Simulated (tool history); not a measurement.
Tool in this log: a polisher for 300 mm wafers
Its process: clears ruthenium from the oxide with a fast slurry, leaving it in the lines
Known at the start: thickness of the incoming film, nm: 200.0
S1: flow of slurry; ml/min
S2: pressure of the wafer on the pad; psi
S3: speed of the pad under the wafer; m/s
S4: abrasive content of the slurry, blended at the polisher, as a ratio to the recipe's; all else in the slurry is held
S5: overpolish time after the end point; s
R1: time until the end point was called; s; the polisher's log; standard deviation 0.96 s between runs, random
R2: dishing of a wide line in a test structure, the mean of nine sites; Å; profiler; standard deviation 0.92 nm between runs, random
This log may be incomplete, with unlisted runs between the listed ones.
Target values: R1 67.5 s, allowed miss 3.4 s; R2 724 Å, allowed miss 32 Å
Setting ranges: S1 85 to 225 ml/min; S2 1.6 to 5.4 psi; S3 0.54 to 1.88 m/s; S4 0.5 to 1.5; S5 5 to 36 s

Run 1, day 0: S1 145 ml/min, S2 3.5 psi, S3 1.2 m/s, S4 1, S5 18 s. Result: R1 34.911 s, R2 834.06 Å.
Run 2, day 0.029: S1 140 ml/min, S2 3 psi, S3 1.18 m/s, S4 1, S5 20 s. Result: R1 41.25 s, R2 806.86 Å.
Run 3, day 0.162: S1 105 ml/min, S2 3 psi, S3 1.18 m/s, S4 1, S5 20 s. Result: R1 45.699 s, R2 739.84 Å.
Run 4, day 0.433: S1 105 ml/min, S2 3 psi, S3 1.18 m/s, S4 1.15, S5 20 s. Result: R1 41.147 s, R2 805.33 Å.
Run 5, day 0.8: S1 105 ml/min, S2 3 psi, S3 1.18 m/s, S4 1.15, S5 12 s. Result: R1 40.895 s, R2 514.82 Å.
Run 6, day 0.975: S1 105 ml/min, S2 3 psi, S3 0.9 m/s, S4 1.15, S5 12 s. Result: R1 51.693 s, R2 421.58 Å.
Run 7, day 1.079: S1 95 ml/min, S2 2 psi, S3 0.9 m/s, S4 1.1, S5 21 s. Result: R1 80.387 s, R2 464.15 Å.
Run 8, day 1.279: S1 105 ml/min, S2 2.1 psi, S3 0.9 m/s, S4 1.1, S5 22 s. Result: R1 74.567 s, R2 517.53 Å.
Run 9, day 1.496: S1 115 ml/min, S2 2.1 psi, S3 0.9 m/s, S4 1.1, S5 23 s. Result: R1 71.5 s, R2 544.97 Å.
Run 10, day 1.854: S1 115 ml/min, S2 2.2 psi, S3 0.9 m/s, S4 1.1, S5 24 s. Result: R1 69.4 s, R2 592.35 Å.
Run 11, day 2.008: S1 115 ml/min, S2 2.2 psi, S3 0.9 m/s, S4 1.1, S5 25 s. Result: R1 68.72 s, R2 621.52 Å.
Run 12, day 2.083: S1 115 ml/min, S2 2.2 psi, S3 0.9 m/s, S4 1.1, S5 26 s. Result: R1 69.464 s, R2 647.81 Å.
At day 2.183: worn pad replaced by a new one.
Run 13, day 2.183: S1 120 ml/min, S2 2.2 psi, S3 0.9 m/s, S4 1.1, S5 27 s. Result: R1 62.28 s, R2 733.12 Å.

Pick the move, out of 4, that brings all results within their allowed miss; only one does.
Run A, day 2.283: S1 120 ml/min, S2 2 psi, S3 1.02 m/s, S4 1.15, S5 26 s. Result: R1 ?, R2 ?.
Run B, day 2.283: S1 135 ml/min, S2 1.8 psi, S3 1.02 m/s, S4 1.1, S5 26 s. Result: R1 ?, R2 ?.
Run C, day 2.283: S1 130 ml/min, S2 1.9 psi, S3 0.88 m/s, S4 1.3, S5 32 s. Result: R1 ?, R2 ?.
Run D, day 2.283: S1 120 ml/min, S2 2.6 psi, S3 0.72 m/s, S4 0.95, S5 29 s. Result: R1 ?, R2 ?.

move      R1      R2
   A  60.366   731.4
   B  66.165  675.76
   C      67   798.5
   D  68.073  724.56
A: misses by more than the last run did
B: the worst result of the last run now meets its target, but another is out of spec
C: the worst result of the last run now meets its target, but another is out of spec
D: each result inside its tolerance
So the answer is move D, the one that meets all the targets.

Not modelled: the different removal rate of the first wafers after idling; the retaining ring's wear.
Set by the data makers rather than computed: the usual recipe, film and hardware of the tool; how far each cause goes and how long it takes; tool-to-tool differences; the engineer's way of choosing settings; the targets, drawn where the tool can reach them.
